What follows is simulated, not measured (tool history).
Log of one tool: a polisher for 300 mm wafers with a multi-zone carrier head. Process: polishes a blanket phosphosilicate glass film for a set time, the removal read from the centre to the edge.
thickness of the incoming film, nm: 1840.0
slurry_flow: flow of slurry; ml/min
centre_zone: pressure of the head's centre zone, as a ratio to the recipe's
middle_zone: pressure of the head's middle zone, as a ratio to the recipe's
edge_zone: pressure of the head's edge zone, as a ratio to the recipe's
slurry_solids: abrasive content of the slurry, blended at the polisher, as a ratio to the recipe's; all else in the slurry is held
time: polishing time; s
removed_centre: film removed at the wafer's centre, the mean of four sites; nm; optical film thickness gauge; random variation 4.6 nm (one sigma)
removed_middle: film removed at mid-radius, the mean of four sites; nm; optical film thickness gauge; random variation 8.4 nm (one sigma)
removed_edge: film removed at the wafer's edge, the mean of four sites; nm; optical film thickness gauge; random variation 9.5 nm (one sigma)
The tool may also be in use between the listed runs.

| run | hour | slurry_flow | centre_zone | middle_zone | edge_zone | slurry_solids | time | removed_centre | removed_middle | removed_edge |
|---|---|---|---|---|---|---|---|---|---|---|
| 1 | 0 | 310 | 1 | 1 | 1 | 1 | 55 | 584.19 | 591.38 | 600.26 |
| 2 | 7.8 | 370 | 1 | 1 | 1 | 1 | 55 | 596.91 | 594.51 | 593.07 |
| 3 | 13.4 | 445 | 1 | 1 | 1 | 1 | 55 | 605.73 | 612.9 | 613.19 |
| 4 | 20.8 | 445 | 1 | 1.05 | 1 | 1 | 55 | 601.44 | 645.54 | 614.85 |
| 5 | 25.6 | 445 | 0.99 | 1.06 | 1.05 | 1.05 | 55 | 622.69 | 652.09 | 632.21 |
| 6 | 32.5 | 445 | 0.99 | 0.98 | 1.05 | 1.05 | 55 | 620.93 | 613 | 645.92 |
| 7 | 41.4 | 450 | 0.95 | 1.01 | 1.07 | 1.15 | 55 | 633.41 | 661.21 | 676.19 |

The next listed run, before its measurement:
| 8 | 42.4 | 455 | 0.92 | 1.02 | 1.09 | 1.2 | 55 | ? | ? | ? |

removed_centre: 625.3 nm
removed_middle: 675.97 nm
removed_edge: 699.97 nm

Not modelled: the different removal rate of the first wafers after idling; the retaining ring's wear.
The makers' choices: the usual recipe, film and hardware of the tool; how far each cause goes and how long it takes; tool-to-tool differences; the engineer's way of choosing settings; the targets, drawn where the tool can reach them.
